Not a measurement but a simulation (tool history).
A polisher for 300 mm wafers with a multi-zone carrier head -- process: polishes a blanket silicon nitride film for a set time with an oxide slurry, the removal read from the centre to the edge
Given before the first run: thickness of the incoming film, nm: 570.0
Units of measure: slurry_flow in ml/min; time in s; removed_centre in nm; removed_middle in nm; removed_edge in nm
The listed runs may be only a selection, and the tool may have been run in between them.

run	hour	slurry_flow	centre_zone	middle_zone	edge_zone	slurry_solids	time	removed_centre	removed_middle	removed_edge
1	0	315	1	1	1	1	39	16.799	16.831	16.375
2	7	315	1	0.97	1	1	39	16.993	16.17	16.596
3	9.3	315	1.08	0.97	1	1	39	17.897	16.299	16.161
4	17.7	320	1.1	1.01	1.01	1.1	39	18.826	17.237	16.91
5	18.8	320	1.1	1.01	1.01	1.1	31	15.131	13.735	13.372
# hour 21.6: edge zone pressure recalibrated
6	21.6	320	1.1	1.07	1.01	1.1	31	15.487	14.33	13.639

Estimate the outcome of run 7 from the log above:
7	28.1	330	1.09	1.1	0.98	1.2	33	?	?	?

removed_centre: 16.261 nm
removed_middle: 16.428 nm
removed_edge: 14.468 nm
